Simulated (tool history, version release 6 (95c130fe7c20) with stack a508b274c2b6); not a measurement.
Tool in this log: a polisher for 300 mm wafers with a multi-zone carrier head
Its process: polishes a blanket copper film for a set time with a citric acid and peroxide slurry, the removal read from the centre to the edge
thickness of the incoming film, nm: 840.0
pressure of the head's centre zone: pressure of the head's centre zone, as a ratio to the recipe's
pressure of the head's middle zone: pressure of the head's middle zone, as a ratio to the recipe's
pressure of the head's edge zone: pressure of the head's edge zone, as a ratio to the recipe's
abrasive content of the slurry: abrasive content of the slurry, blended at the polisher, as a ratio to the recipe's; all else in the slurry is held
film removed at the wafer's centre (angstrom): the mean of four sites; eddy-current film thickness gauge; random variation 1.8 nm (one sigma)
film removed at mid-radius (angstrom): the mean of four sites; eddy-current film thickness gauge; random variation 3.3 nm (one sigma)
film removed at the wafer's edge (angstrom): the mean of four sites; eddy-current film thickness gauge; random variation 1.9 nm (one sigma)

run	hour	flow of slurry (ml/min)	pressure of the head's centre zone	pressure of the head's middle zone	pressure of the head's edge zone	abrasive content of the slurry	polishing time (s)	film removed at the wafer's centre (angstrom)	film removed at mid-radius (angstrom)	film removed at the wafer's edge (angstrom)
1	0.0	230	1.00	1.00	1.00	1.00	81	3275.0	3293.6	3294.4
2	1.4	230	1.00	1.00	1.00	0.90	81	3205.3	3292.1	3182.4
3	4.0	220	0.96	0.96	1.00	0.85	80	3044.2	2996.1	3143.8
4	6.7	240	0.96	0.96	1.00	0.85	80	3034.3	3067.4	3133.2
5	13.8	195	0.96	0.96	1.00	0.85	80	2945.7	3001.0	3014.3
6	15.3	140	0.96	0.96	1.00	0.85	80	2707.9	2802.3	2914.7
7	16.5	140	0.96	0.96	1.00	0.85	80	2702.0	2805.4	2925.7
8	20.9	140	0.93	0.95	1.00	0.80	80	2619.2	2679.6	2887.5

Run 9 comes next. What will it give?
9	27.9	140	0.91	0.97	1.00	0.75	80	?	?	?

{"run 9": {"film removed at the wafer's centre (angstrom)": 2499.2, "film removed at mid-radius (angstrom)": 2712.3, "film removed at the wafer's edge (angstrom)": 2862.8}}

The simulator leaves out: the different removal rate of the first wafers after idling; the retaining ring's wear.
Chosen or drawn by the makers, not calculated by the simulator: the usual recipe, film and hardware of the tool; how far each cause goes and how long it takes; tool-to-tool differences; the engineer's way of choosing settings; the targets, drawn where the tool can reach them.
